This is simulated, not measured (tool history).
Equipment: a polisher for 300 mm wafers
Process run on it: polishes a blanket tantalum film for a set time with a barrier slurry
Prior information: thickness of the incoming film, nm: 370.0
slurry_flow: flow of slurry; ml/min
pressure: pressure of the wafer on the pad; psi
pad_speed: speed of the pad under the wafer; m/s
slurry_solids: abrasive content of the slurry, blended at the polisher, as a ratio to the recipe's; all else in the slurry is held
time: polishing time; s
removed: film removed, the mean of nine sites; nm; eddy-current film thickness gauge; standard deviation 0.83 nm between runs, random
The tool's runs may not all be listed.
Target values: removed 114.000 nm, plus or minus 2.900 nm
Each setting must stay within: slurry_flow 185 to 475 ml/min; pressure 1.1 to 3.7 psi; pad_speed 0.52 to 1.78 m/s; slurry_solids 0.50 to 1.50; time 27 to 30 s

run 1 hour=0.0 | slurry_flow=305 pressure=2.4 pad_speed=1.14 slurry_solids=1.00 time=30 | removed=70.722
run 2 hour=4.6 | slurry_flow=305 pressure=2.4 pad_speed=1.30 slurry_solids=1.00 time=30 | removed=79.673
run 3 hour=10.5 | slurry_flow=305 pressure=2.4 pad_speed=1.30 slurry_solids=1.00 time=30 | removed=81.038
run 4 hour=16.7 | slurry_flow=360 pressure=2.4 pad_speed=1.30 slurry_solids=1.00 time=30 | removed=80.883
run 5 hour=20.1 | slurry_flow=360 pressure=2.6 pad_speed=1.30 slurry_solids=1.00 time=30 | removed=88.390
run 6 hour=23.6 | slurry_flow=360 pressure=2.8 pad_speed=1.30 slurry_solids=1.00 time=30 | removed=94.300
run 7 hour=26.8 | slurry_flow=360 pressure=2.9 pad_speed=1.30 slurry_solids=1.00 time=30 | removed=98.184
run 8 hour=32.4 | slurry_flow=365 pressure=3.3 pad_speed=1.30 slurry_solids=1.00 time=30 | removed=108.870
run 9 hour=41.0 | slurry_flow=370 pressure=3.3 pad_speed=1.30 slurry_solids=1.00 time=30 | removed=111.470
run 10 hour=42.0 | slurry_flow=375 pressure=3.3 pad_speed=1.30 slurry_solids=1.00 time=30 | removed=111.250
run 11 hour=49.8 | slurry_flow=380 pressure=3.3 pad_speed=1.30 slurry_solids=1.00 time=30 | removed=110.690

Pick the move, out of 4, that brings all results within their allowed miss; only one does.
run A hour=57.6 | slurry_flow=390 pressure=3.3 pad_speed=1.34 slurry_solids=0.85 time=29 | removed=?
run B hour=57.6 | slurry_flow=335 pressure=3.2 pad_speed=1.46 slurry_solids=0.85 time=30 | removed=?
run C hour=57.6 | slurry_flow=395 pressure=3.0 pad_speed=1.38 slurry_solids=1.00 time=30 | removed=?
run D hour=57.6 | slurry_flow=375 pressure=3.6 pad_speed=1.20 slurry_solids=1.00 time=29 | removed=?

move=A removed=104.820
move=B removed=113.340
move=C removed=107.490
move=D removed=108.050
A: further off than the last run
B: hits every target within its allowed miss
C: further off than the last run
D: further off than the last run
B is the move that brings every result within its allowed miss.

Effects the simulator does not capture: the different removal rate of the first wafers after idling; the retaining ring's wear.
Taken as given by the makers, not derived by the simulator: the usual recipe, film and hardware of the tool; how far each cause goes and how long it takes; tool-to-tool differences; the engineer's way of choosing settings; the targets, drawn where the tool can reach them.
